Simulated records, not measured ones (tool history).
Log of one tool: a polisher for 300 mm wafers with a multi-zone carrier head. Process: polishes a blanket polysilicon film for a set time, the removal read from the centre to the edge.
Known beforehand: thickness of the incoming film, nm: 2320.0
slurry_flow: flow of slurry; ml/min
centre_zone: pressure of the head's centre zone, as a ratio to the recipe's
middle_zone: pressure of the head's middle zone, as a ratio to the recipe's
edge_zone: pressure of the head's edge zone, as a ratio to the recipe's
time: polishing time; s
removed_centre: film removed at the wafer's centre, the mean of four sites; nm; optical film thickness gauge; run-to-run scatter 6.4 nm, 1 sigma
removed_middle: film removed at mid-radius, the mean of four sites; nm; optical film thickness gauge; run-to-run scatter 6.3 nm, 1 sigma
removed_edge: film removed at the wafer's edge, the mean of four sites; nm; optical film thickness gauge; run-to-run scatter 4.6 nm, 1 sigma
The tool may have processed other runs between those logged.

Run 1, hour 0: slurry_flow 155 ml/min, centre_zone 1, middle_zone 1, edge_zone 1, time 75 s. Result: removed_centre 395.69 nm, removed_middle 407.84 nm, removed_edge 405.45 nm.
Run 2, hour 7: slurry_flow 155 ml/min, centre_zone 1, middle_zone 0.97, edge_zone 1, time 75 s. Result: removed_centre 385.42 nm, removed_middle 395.88 nm, removed_edge 408.26 nm.
Run 3, hour 9.8: slurry_flow 170 ml/min, centre_zone 1, middle_zone 0.97, edge_zone 1, time 75 s. Result: removed_centre 383.53 nm, removed_middle 391.74 nm, removed_edge 403.38 nm.
Run 4, hour 14.9: slurry_flow 170 ml/min, centre_zone 1.01, middle_zone 0.98, edge_zone 1.02, time 78 s. Result: removed_centre 424.86 nm, removed_middle 426.47 nm, removed_edge 427.06 nm.
Run 5, hour 20.1: slurry_flow 165 ml/min, centre_zone 1, middle_zone 0.98, edge_zone 1.04, time 80 s. Result: removed_centre 423.82 nm, removed_middle 423.29 nm, removed_edge 445.04 nm.
At hour 25.7: worn pad replaced by a new one.
Run 6, hour 25.7: slurry_flow 165 ml/min, centre_zone 1, middle_zone 0.98, edge_zone 1.09, time 80 s. Result: removed_centre 475.06 nm, removed_middle 479.62 nm, removed_edge 513.52 nm.
Run 7, hour 31.9: slurry_flow 165 ml/min, centre_zone 1, middle_zone 0.99, edge_zone 1.09, time 80 s. Result: removed_centre 469.34 nm, removed_middle 490.42 nm, removed_edge 515.28 nm.
Run 8, hour 36.2: slurry_flow 165 ml/min, centre_zone 1.01, middle_zone 0.99, edge_zone 1.09, time 80 s. Result: removed_centre 467.41 nm, removed_middle 486.96 nm, removed_edge 514.82 nm.

Expected results for the next run?
Run 9, hour 36.7: slurry_flow 165 ml/min, centre_zone 1.02, middle_zone 0.99, edge_zone 1.09, time 80 s. Result: removed_centre ?, removed_middle ?, removed_edge ?.

{"run 9": {"removed_centre": 488.49, "removed_middle": 490.01, "removed_edge": 510.06}}
